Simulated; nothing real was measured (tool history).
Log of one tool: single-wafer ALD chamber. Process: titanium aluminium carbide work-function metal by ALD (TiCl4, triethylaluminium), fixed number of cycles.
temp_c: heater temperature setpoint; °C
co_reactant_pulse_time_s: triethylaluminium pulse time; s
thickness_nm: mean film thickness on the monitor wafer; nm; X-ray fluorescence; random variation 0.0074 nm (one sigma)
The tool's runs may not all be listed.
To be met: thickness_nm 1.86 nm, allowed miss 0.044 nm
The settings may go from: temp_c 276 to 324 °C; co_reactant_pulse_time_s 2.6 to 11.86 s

run  hour  temp_c  co_reactant_pulse_time_s  thickness_nm
  1     0     300                      7.23         2.077
  2   0.5     296                      6.82        2.0225
  3   2.6     300                      6.82        2.0582
  4   5.2     309                      6.82        2.1349
  5  11.3     303                      6.28        2.0297
  6  14.7     303                      7.58        2.1248
  7  23.6     298                      6.96        2.0448
  8  30.7     294                      6.57        2.0032
  9  37.4     292                      6.11        1.9404
 10  38.4     290                      5.94        1.9204

Which of these 5 next moves meets every target?
  A  39.4     280                      6.07             ?
  B  39.4     276                      5.16             ?
  C  39.4     284                      4.88             ?
  D  39.4     278                      4.89             ?
  E  39.4     279                      4.91             ?

move  thickness_nm
   A        1.8445
   B         1.733
   C        1.7592
   D         1.718
   E        1.7273
A: meets every target
B: takes the result that was furthest off past its target
C: takes the result that was furthest off past its target
D: takes the result that was furthest off past its target
E: takes the result that was furthest off past its target
Answer: A

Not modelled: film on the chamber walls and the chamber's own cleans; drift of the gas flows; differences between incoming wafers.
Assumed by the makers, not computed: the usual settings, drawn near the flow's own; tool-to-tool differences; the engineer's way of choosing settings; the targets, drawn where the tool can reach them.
